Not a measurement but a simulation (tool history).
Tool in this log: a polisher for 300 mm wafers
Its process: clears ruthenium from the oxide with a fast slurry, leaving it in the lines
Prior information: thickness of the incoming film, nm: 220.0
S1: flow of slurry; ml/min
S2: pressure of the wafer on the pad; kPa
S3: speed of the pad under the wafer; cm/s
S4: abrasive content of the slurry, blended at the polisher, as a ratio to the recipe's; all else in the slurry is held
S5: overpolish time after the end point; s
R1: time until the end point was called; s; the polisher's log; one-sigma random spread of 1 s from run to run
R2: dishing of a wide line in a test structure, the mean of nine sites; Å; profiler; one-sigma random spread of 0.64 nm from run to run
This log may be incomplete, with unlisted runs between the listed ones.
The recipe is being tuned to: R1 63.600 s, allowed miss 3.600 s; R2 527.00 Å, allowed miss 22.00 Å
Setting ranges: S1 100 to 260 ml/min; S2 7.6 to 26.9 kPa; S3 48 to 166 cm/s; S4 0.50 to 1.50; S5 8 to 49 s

run 1 hour=0.0 | S1=165 S2=17.2 S3=106 S4=1.00 S5=25 | R1=47.879 R2=946.58
run 2 hour=8.6 | S1=165 S2=17.2 S3=106 S4=1.00 S5=33 | R1=47.973 R2=1139.80
run 3 hour=11.4 | S1=170 S2=16.5 S3=106 S4=1.00 S5=28 | R1=49.008 R2=987.23
run 4 hour=13.9 | S1=170 S2=16.5 S3=106 S4=1.20 S5=28 | R1=45.744 R2=1044.70
run 5 hour=14.5 | S1=175 S2=15.2 S3=104 S4=1.20 S5=25 | R1=51.977 R2=876.21
run 6 hour=17.2 | S1=175 S2=15.2 S3=88 S4=1.20 S5=25 | R1=60.385 R2=795.80
run 7 hour=23.8 | S1=175 S2=15.2 S3=88 S4=1.20 S5=22 | R1=61.072 R2=696.03
run 8 hour=28.6 | S1=175 S2=15.2 S3=88 S4=1.20 S5=20 | R1=60.734 R2=632.59
run 9 hour=35.8 | S1=175 S2=15.2 S3=88 S4=1.20 S5=19 | R1=61.381 R2=610.76
run 10 hour=41.3 | S1=175 S2=15.2 S3=88 S4=1.20 S5=18 | R1=59.545 R2=593.90

4 candidate next runs follow, results not yet known. Just one meets every target within its allowed miss. Identify it.
run A hour=46.8 | S1=190 S2=13.8 S3=102 S4=1.35 S5=19 | R1=? R2=?
run B hour=46.8 | S1=175 S2=15.9 S3=90 S4=1.20 S5=19 | R1=? R2=?
run C hour=46.8 | S1=160 S2=16.5 S3=84 S4=1.35 S5=14 | R1=? R2=?
run D hour=46.8 | S1=100 S2=20.0 S3=72 S4=1.05 S5=17 | R1=? R2=?

move=A R1=55.081 R2=662.43
move=B R1=57.340 R2=639.80
move=C R1=57.051 R2=490.53
move=D R1=65.709 R2=514.38
A: further off than the last run
B: further off than the last run
C: the result that was furthest off in the last run now lies on the other side of its target
D: hits every target within its allowed miss
So the answer is move D, the one that meets all the targets.
